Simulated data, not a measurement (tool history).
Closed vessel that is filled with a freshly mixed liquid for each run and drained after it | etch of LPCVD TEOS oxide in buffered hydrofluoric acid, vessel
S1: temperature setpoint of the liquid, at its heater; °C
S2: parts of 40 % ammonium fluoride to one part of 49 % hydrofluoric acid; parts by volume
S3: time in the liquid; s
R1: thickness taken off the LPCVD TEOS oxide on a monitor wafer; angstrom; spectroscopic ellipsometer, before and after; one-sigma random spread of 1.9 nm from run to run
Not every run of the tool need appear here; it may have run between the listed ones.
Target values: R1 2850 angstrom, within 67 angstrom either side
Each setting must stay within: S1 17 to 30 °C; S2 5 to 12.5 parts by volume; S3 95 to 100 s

| run | hour | S1 | S2 | S3 | R1 |
|---|---|---|---|---|---|
| 1 | 0 | 22 | 7.5 | 95 | 4379.4 |
| 2 | 5.9 | 22 | 5.5 | 95 | 5680.2 |
| 3 | 14.9 | 22 | 7 | 95 | 4643.3 |
| 4 | 19.5 | 22 | 5.5 | 95 | 5763.7 |
| 5 | 26.8 | 21.5 | 6 | 95 | 5199.4 |
| 6 | 35.5 | 21 | 6.5 | 95 | 4698.8 |
| 7 | 37.5 | 20.5 | 6.5 | 95 | 4564 |
| 8 | 43.7 | 17 | 9 | 95 | 2723.1 |
| 9 | 44.7 | 17.5 | 9 | 95 | 2761.5 |

4 next moves are on the table. One of them brings every result within its allowed miss. Which?
| A | 45.7 | 17 | 9 | 95 | ? |
| B | 45.7 | 18 | 10 | 95 | ? |
| C | 45.7 | 17 | 8.5 | 95 | ? |
| D | 45.7 | 17 | 10 | 100 | ? |

| move | R1 |
|---|---|
| A | 2686.4 |
| B | 2661.1 |
| C | 2858.6 |
| D | 2646.1 |
A: moves away from the targets compared with the last run
B: moves away from the targets compared with the last run
C: hits every target within its allowed miss
D: moves away from the targets compared with the last run
Move C is the one to make.

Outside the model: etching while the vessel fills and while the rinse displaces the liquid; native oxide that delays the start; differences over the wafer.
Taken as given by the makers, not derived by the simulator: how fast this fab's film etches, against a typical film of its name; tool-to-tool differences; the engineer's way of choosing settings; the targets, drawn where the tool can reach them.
